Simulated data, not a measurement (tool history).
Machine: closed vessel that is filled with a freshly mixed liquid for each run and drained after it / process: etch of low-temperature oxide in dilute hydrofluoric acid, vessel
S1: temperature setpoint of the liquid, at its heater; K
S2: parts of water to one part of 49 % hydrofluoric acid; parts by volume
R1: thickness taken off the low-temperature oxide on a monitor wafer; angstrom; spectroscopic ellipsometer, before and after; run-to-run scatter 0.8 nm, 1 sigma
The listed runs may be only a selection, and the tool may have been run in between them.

{"run": 1, "hour": 0.0, "S1": 294.15, "S2": 210, "time in the liquid (s)": 635, "R1": 359.04}
{"run": 2, "hour": 5.7, "S1": 296.65, "S2": 170, "time in the liquid (s)": 635, "R1": 505.0}
{"run": 3, "hour": 12.8, "S1": 296.65, "S2": 245, "time in the liquid (s)": 635, "R1": 329.77}
{"run": 4, "hour": 14.5, "S1": 296.65, "S2": 245, "time in the liquid (s)": 685, "R1": 353.47}
{"run": 5, "hour": 17.7, "S1": 296.65, "S2": 245, "time in the liquid (s)": 685, "R1": 349.12}
{"run": 6, "hour": 21.0, "S1": 296.65, "S2": 245, "time in the liquid (s)": 635, "R1": 327.8}
{"run": 7, "hour": 28.8, "S1": 298.15, "S2": 195, "time in the liquid (s)": 635, "R1": 457.11}
{"run": 8, "hour": 36.1, "S1": 299.15, "S2": 160, "time in the liquid (s)": 635, "R1": 599.41}
{"run": 9, "hour": 44.8, "S1": 300.15, "S2": 140, "time in the liquid (s)": 635, "R1": 720.56}

Predict the results of run 10:
{"run": 10, "hour": 49.0, "S1": 300.65, "S2": 130, "time in the liquid (s)": 635, "R1": "?"}

{"run 10": {"R1": 814.76}}

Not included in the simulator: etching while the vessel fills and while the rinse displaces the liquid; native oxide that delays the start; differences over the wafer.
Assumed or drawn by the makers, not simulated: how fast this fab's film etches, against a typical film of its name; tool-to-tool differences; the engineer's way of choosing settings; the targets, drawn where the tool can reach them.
